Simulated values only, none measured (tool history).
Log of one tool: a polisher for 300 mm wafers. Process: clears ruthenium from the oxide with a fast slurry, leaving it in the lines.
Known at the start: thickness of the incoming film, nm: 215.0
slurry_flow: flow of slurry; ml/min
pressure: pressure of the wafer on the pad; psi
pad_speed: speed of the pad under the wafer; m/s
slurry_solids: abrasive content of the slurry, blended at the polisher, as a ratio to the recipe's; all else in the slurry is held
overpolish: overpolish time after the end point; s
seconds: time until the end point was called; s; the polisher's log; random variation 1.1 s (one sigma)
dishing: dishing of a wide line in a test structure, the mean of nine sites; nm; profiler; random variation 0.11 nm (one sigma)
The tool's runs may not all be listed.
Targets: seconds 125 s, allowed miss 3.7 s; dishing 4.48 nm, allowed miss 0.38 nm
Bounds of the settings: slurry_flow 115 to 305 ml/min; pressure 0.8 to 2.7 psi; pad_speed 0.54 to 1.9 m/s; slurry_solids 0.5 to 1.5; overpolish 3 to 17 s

run,day,slurry_flow,pressure,pad_speed,slurry_solids,overpolish,seconds,dishing
1,0,195,1.7,1.22,1,9,80.314,19.324
2,0.292,195,1.7,1.22,1,6,80.292,13.86
3,0.458,195,1.5,1.22,1,6,90.214,11.803
4,0.762,195,1.4,1.24,1,5,97.037,9.4471
5,0.808,195,1.3,1.28,1,5,101.48,9.0662
6,0.883,195,1.2,1.32,1,5,105.55,9.2056
7,1.083,215,1.1,1.24,1.1,5,115.28,8.415
8,1.304,195,1.1,1.24,1,5,118.86,7.3327
9,1.579,140,1.2,1.24,0.75,3,131.37,4.122
10,1.667,145,1.2,1.24,0.75,3,131.58,4.294

5 next moves are on the table. One of them brings every result within its allowed miss. Which?
A,1.754,155,1.2,1.18,0.65,3,?,?
B,1.754,160,1.1,1.38,0.6,4,?,?
C,1.754,155,1.2,1.22,0.85,3,?,?
D,1.754,130,1.7,0.88,0.55,4,?,?
E,1.754,135,1.2,1.42,0.55,3,?,?

move,seconds,dishing
A,142.68,3.8422
B,140.93,5.1621
C,124.61,4.3907
D,141.42,5.1447
E,136.23,4.0214
A: further off than the last run
B: further off than the last run
C: meets every target
D: further off than the last run
E: further off than the last run
The right move is C.
